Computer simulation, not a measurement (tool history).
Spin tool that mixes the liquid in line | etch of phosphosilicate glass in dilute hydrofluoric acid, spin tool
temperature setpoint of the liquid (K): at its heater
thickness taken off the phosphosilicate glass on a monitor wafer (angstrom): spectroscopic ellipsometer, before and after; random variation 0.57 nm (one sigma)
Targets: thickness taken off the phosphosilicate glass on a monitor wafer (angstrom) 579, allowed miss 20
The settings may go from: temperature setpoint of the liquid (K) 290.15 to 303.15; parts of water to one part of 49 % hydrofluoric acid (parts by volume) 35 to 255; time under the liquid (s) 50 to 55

run,day,temperature setpoint of the liquid (K),parts of water to one part of 49 % hydrofluoric acid (parts by volume),time under the liquid (s),thickness taken off the phosphosilicate glass on a monitor wafer (angstrom)
1,0,295.15,145,50,429.05
2,0.096,295.15,145,55,478.92
3,0.279,295.15,100,55,718.46
4,0.396,294.65,100,55,725.17
5,0.517,294.65,150,55,448.63
6,0.742,294.65,200,55,323.5
7,1.096,294.65,200,55,320.02
8,1.204,295.65,195,55,344.26
# day 1.562: thermometer replaced
9,1.562,296.65,190,55,346.37
10,1.688,296.65,180,55,367.26
11,1.754,296.65,170,55,388.18
12,1.842,296.15,165,55,404.36
13,2.138,295.65,160,55,413.03
14,2.158,299.65,150,55,507.11
15,2.517,300.15,150,55,518.3
16,2.708,300.65,150,55,529.63

4 next moves are on the table. One of them brings every result within its allowed miss. Which?
A,2.9,301.65,160,50,?
B,2.9,300.65,140,55,?
C,2.9,301.15,155,50,?
D,2.9,300.65,130,55,?

move,thickness taken off the phosphosilicate glass on a monitor wafer (angstrom)
A,461.19
B,573.07
C,470.41
D,625.01
A: further off than the last run
B: meets every target
C: further off than the last run
D: takes the result that was furthest off past its target
Answer: B
